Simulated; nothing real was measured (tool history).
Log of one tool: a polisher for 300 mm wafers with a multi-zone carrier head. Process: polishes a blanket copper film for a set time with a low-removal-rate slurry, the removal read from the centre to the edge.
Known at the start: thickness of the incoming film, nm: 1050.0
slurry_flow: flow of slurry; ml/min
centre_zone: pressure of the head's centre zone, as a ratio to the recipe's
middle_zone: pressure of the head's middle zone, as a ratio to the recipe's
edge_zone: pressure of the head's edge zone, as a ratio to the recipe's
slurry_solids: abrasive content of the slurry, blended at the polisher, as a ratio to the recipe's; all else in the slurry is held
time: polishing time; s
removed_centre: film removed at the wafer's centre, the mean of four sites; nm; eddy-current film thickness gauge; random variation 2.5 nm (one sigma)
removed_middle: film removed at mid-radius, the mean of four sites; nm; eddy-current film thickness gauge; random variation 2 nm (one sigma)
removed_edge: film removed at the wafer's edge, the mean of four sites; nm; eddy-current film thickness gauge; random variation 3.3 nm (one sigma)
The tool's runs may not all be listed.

run 1 day=0 | slurry_flow=265 centre_zone=1 middle_zone=1 edge_zone=1 slurry_solids=1 time=88 | removed_centre=238.15 removed_middle=247.45 removed_edge=242.17
run 2 day=0.129 | slurry_flow=200 centre_zone=1 middle_zone=1 edge_zone=1 slurry_solids=1 time=88 | removed_centre=236.89 removed_middle=242.79 removed_edge=240.06
run 3 day=0.479 | slurry_flow=200 centre_zone=0.98 middle_zone=1.02 edge_zone=1.04 slurry_solids=1.15 time=91 | removed_centre=251.1 removed_middle=266.18 removed_edge=258.36
run 4 day=0.625 | slurry_flow=200 centre_zone=0.98 middle_zone=1.07 edge_zone=1.04 slurry_solids=1.15 time=91 | removed_centre=250.43 removed_middle=274.87 removed_edge=262.65
run 5 day=0.692 | slurry_flow=160 centre_zone=0.98 middle_zone=1.07 edge_zone=1.04 slurry_solids=1.15 time=91 | removed_centre=245.67 removed_middle=269.5 removed_edge=257.67
run 6 day=1.012 | slurry_flow=170 centre_zone=0.95 middle_zone=1.06 edge_zone=1.08 slurry_solids=1.25 time=94 | removed_centre=250 removed_middle=282.62 removed_edge=275.83
run 7 day=1.204 | slurry_flow=180 centre_zone=0.94 middle_zone=1.06 edge_zone=1.11 slurry_solids=1.3 time=96 | removed_centre=261.15 removed_middle=295.03 removed_edge=293.22
run 8 day=1.425 | slurry_flow=200 centre_zone=0.93 middle_zone=1.07 edge_zone=1.13 slurry_solids=1.35 time=96 | removed_centre=267.68 removed_middle=303.64 removed_edge=297.9

The next listed run, before its measurement:
run 9 day=1.621 | slurry_flow=195 centre_zone=0.92 middle_zone=1.07 edge_zone=1.15 slurry_solids=1.4 time=97 | removed_centre=? removed_middle=? removed_edge=?

removed_centre: 264.65 nm
removed_middle: 306.53 nm
removed_edge: 309.57 nm
